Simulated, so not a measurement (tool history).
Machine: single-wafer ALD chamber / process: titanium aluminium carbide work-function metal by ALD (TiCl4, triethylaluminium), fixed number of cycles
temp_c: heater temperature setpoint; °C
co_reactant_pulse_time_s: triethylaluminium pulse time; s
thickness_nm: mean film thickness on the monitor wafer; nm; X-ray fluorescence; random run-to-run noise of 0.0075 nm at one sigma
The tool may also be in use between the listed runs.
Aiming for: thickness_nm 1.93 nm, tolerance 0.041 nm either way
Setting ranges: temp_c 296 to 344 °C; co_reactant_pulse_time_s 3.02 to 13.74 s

Run 1, hour 0: temp_c 320 °C, co_reactant_pulse_time_s 8.38 s. Result: thickness_nm 2.2348 nm.
Run 2, hour 7.6: temp_c 317 °C, co_reactant_pulse_time_s 7.86 s. Result: thickness_nm 2.1818 nm.
Run 3, hour 9: temp_c 325 °C, co_reactant_pulse_time_s 7.86 s. Result: thickness_nm 2.2661 nm.
Run 4, hour 14.9: temp_c 317 °C, co_reactant_pulse_time_s 7.86 s. Result: thickness_nm 2.1927 nm.
Run 5, hour 23.1: temp_c 314 °C, co_reactant_pulse_time_s 7.37 s. Result: thickness_nm 2.1204 nm.
Run 6, hour 31.2: temp_c 322 °C, co_reactant_pulse_time_s 7.37 s. Result: thickness_nm 2.2159 nm.
Run 7, hour 40.2: temp_c 319 °C, co_reactant_pulse_time_s 7.06 s. Result: thickness_nm 2.1549 nm.
Run 8, hour 43.6: temp_c 316 °C, co_reactant_pulse_time_s 6.86 s. Result: thickness_nm 2.1035 nm.
Run 9, hour 50.2: temp_c 314 °C, co_reactant_pulse_time_s 6.74 s. Result: thickness_nm 2.0799 nm.
Run 10, hour 51.3: temp_c 312 °C, co_reactant_pulse_time_s 6.63 s. Result: thickness_nm 2.0568 nm.
Run 11, hour 59.5: temp_c 311 °C, co_reactant_pulse_time_s 6.53 s. Result: thickness_nm 2.0229 nm.
Run 12, hour 66.7: temp_c 310 °C, co_reactant_pulse_time_s 6.48 s. Result: thickness_nm 2.0291 nm.
Run 13, hour 71.2: temp_c 309 °C, co_reactant_pulse_time_s 6.4 s. Result: thickness_nm 2.0029 nm.
Run 14, hour 76: temp_c 302 °C, co_reactant_pulse_time_s 5.8 s. Result: thickness_nm 1.8853 nm.

Which one of the following 4 next-run settings gets every result inside its allowed miss? There is exactly one.
Run A, hour 80.8: temp_c 297 °C, co_reactant_pulse_time_s 5.83 s. Result: thickness_nm ?.
Run B, hour 80.8: temp_c 315 °C, co_reactant_pulse_time_s 5.15 s. Result: thickness_nm ?.
Run C, hour 80.8: temp_c 310 °C, co_reactant_pulse_time_s 6.73 s. Result: thickness_nm ?.
Run D, hour 80.8: temp_c 302 °C, co_reactant_pulse_time_s 7.4 s. Result: thickness_nm ?.

move  thickness_nm
   A        1.8316
   B        1.9136
   C        2.0375
   D        2.0052
A: further off than the last run
B: all results land within tolerance of their targets
C: moves the result that the last run missed by most past its target, out the other side
D: moves the result that the last run missed by most past its target, out the other side
B is the move that brings every result within its allowed miss.
